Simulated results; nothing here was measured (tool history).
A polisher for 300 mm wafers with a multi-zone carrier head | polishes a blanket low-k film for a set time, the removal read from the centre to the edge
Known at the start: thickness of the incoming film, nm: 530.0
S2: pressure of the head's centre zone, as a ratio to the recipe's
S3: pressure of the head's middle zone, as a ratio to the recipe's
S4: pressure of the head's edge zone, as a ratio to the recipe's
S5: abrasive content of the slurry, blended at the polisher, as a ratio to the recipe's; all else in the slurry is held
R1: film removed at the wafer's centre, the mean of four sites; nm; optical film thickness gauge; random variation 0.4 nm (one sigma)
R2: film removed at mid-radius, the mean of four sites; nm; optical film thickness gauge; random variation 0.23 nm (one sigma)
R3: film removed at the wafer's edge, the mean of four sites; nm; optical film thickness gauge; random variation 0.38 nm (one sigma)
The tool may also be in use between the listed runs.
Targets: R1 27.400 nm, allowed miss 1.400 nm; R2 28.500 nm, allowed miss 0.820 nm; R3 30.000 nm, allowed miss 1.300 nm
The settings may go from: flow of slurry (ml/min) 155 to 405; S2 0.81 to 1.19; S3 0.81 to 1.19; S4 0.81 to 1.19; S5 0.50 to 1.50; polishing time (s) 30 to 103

Run 1, hour 0.0: flow of slurry (ml/min) 260, S2 1.00, S3 1.00, S4 1.00, S5 1.00, polishing time (s) 66. Result: R1 17.899 nm, R2 18.867 nm, R3 18.530 nm.
Run 2, hour 2.6: flow of slurry (ml/min) 260, S2 1.00, S3 1.00, S4 1.03, S5 1.10, polishing time (s) 69. Result: R1 19.877 nm, R2 20.323 nm, R3 20.969 nm.
Run 3, hour 4.1: flow of slurry (ml/min) 260, S2 1.00, S3 1.00, S4 1.03, S5 1.25, polishing time (s) 69. Result: R1 21.398 nm, R2 21.622 nm, R3 21.700 nm.
Run 4, hour 9.8: flow of slurry (ml/min) 260, S2 0.94, S3 1.00, S4 1.03, S5 1.25, polishing time (s) 69. Result: R1 19.279 nm, R2 21.369 nm, R3 21.443 nm.
Run 5, hour 18.6: flow of slurry (ml/min) 260, S2 0.95, S3 1.01, S4 1.06, S5 1.30, polishing time (s) 71. Result: R1 20.773 nm, R2 22.700 nm, R3 23.001 nm.
Run 6, hour 27.3: flow of slurry (ml/min) 260, S2 0.96, S3 1.02, S4 1.09, S5 1.35, polishing time (s) 73. Result: R1 21.222 nm, R2 24.090 nm, R3 24.632 nm.
Run 7, hour 32.0: flow of slurry (ml/min) 265, S2 0.99, S3 1.03, S4 1.11, S5 1.40, polishing time (s) 74. Result: R1 23.191 nm, R2 24.352 nm, R3 24.812 nm.
Run 8, hour 36.8: flow of slurry (ml/min) 265, S2 0.99, S3 1.03, S4 1.12, S5 1.40, polishing time (s) 76. Result: R1 23.845 nm, R2 25.133 nm, R3 26.081 nm.
Run 9, hour 45.7: flow of slurry (ml/min) 290, S2 1.04, S3 1.07, S4 1.19, S5 1.50, polishing time (s) 79. Result: R1 27.119 nm, R2 27.323 nm, R3 28.678 nm.

5 next moves are on the table. One of them brings every result within its allowed miss. Which?
Run A, hour 54.6: flow of slurry (ml/min) 285, S2 1.00, S3 0.92, S4 1.19, S5 1.50, polishing time (s) 86. Result: R1 ?, R2 ?, R3 ?.
Run B, hour 54.6: flow of slurry (ml/min) 225, S2 1.13, S3 1.01, S4 1.19, S5 1.50, polishing time (s) 81. Result: R1 ?, R2 ?, R3 ?.
Run C, hour 54.6: flow of slurry (ml/min) 285, S2 1.08, S3 1.02, S4 1.13, S5 1.45, polishing time (s) 80. Result: R1 ?, R2 ?, R3 ?.
Run D, hour 54.6: flow of slurry (ml/min) 265, S2 1.03, S3 1.05, S4 1.19, S5 1.50, polishing time (s) 83. Result: R1 ?, R2 ?, R3 ?.
Run E, hour 54.6: flow of slurry (ml/min) 255, S2 1.05, S3 1.04, S4 1.18, S5 1.50, polishing time (s) 80. Result: R1 ?, R2 ?, R3 ?.

move      R1      R2      R3
   A  27.320  26.607  30.852
   B  28.277  26.373  28.447
   C  27.196  26.702  27.611
   D  26.963  28.480  29.554
   E  26.372  27.112  28.274
A: further off than the last run
B: further off than the last run
C: further off than the last run
D: meets every target
E: further off than the last run
Answer: D

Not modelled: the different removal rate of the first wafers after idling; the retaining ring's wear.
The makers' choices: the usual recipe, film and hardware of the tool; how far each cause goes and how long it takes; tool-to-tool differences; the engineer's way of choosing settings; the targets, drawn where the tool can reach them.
